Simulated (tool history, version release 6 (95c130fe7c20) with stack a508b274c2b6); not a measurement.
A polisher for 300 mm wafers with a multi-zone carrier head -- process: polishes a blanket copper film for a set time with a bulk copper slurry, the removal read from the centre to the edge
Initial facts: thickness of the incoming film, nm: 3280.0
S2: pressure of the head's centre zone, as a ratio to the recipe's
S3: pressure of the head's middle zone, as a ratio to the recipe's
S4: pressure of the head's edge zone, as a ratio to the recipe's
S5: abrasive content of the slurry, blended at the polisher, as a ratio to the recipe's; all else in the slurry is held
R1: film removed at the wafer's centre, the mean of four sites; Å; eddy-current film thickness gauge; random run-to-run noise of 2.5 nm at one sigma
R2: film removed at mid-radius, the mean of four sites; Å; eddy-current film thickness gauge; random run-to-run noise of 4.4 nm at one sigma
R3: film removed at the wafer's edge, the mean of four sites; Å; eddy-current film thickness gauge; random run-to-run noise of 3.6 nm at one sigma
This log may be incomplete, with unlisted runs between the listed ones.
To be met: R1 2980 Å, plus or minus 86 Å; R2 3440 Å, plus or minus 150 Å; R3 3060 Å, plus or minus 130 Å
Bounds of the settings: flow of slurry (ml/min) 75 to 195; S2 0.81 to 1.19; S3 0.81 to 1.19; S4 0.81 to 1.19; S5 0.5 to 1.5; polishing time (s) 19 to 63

run 1 hour=0 | flow_of_slurry_(ml/min)=125 S2=1 S3=1 S4=1 S5=1 polishing_time_(s)=41 | R1=3368.1 R2=3425.8 R3=3494.2
run 2 hour=5.1 | flow_of_slurry_(ml/min)=115 S2=0.99 S3=1.03 S4=0.96 S5=0.95 polishing_time_(s)=41 | R1=3267.5 R2=3363.3 R3=3240.4
run 3 hour=9.2 | flow_of_slurry_(ml/min)=115 S2=0.99 S3=1.03 S4=0.96 S5=0.75 polishing_time_(s)=41 | R1=3141.3 R2=3265.8 R3=3153.7
run 4 hour=12.8 | flow_of_slurry_(ml/min)=115 S2=0.99 S3=1.07 S4=0.96 S5=0.75 polishing_time_(s)=41 | R1=3112.2 R2=3263.5 R3=3020.6
run 5 hour=16.7 | flow_of_slurry_(ml/min)=115 S2=0.99 S3=1.07 S4=0.96 S5=0.95 polishing_time_(s)=41 | R1=3239.3 R2=3474.7 R3=3244
-- hour=20.6 slurry nozzle cleaned
run 6 hour=20.6 | flow_of_slurry_(ml/min)=115 S2=0.99 S3=1.07 S4=1.01 S5=0.95 polishing_time_(s)=41 | R1=3505.3 R2=3717 R3=3524.5
run 7 hour=28 | flow_of_slurry_(ml/min)=115 S2=0.97 S3=1.08 S4=0.98 S5=0.95 polishing_time_(s)=41 | R1=3442.6 R2=3775 R3=3481.7
run 8 hour=32.7 | flow_of_slurry_(ml/min)=110 S2=0.95 S3=1.07 S4=0.94 S5=0.95 polishing_time_(s)=41 | R1=3365.3 R2=3709 R3=3382.1
run 9 hour=37.3 | flow_of_slurry_(ml/min)=110 S2=0.92 S3=1.06 S4=0.91 S5=0.9 polishing_time_(s)=41 | R1=3160.4 R2=3605.5 R3=3305.1

Of the 4 settings listed for the next run, only one would bring every result within its allowed miss of target. Which one?
run A hour=41.9 | flow_of_slurry_(ml/min)=105 S2=1.02 S3=1.11 S4=0.89 S5=1 polishing_time_(s)=36 | R1=? R2=? R3=?
run B hour=41.9 | flow_of_slurry_(ml/min)=110 S2=0.92 S3=1.09 S4=0.9 S5=0.85 polishing_time_(s)=39 | R1=? R2=? R3=?
run C hour=41.9 | flow_of_slurry_(ml/min)=105 S2=0.94 S3=0.91 S4=0.97 S5=0.85 polishing_time_(s)=45 | R1=? R2=? R3=?
run D hour=41.9 | flow_of_slurry_(ml/min)=120 S2=0.86 S3=0.9 S4=0.98 S5=1.15 polishing_time_(s)=42 | R1=? R2=? R3=?

move=A R1=3148.3 R2=3272.7 R3=2948.8
move=B R1=3008.3 R2=3423.4 R3=3124.7
move=C R1=3502.9 R2=3462.5 R3=3680
move=D R1=3284 R2=3512.4 R3=3740.2
A: an improvement on the last run, though not all results are within tolerance
B: in spec on every target
C: its largest miss is bigger than the last run's
D: its largest miss is bigger than the last run's
So the answer is move B, the one that meets all the targets.
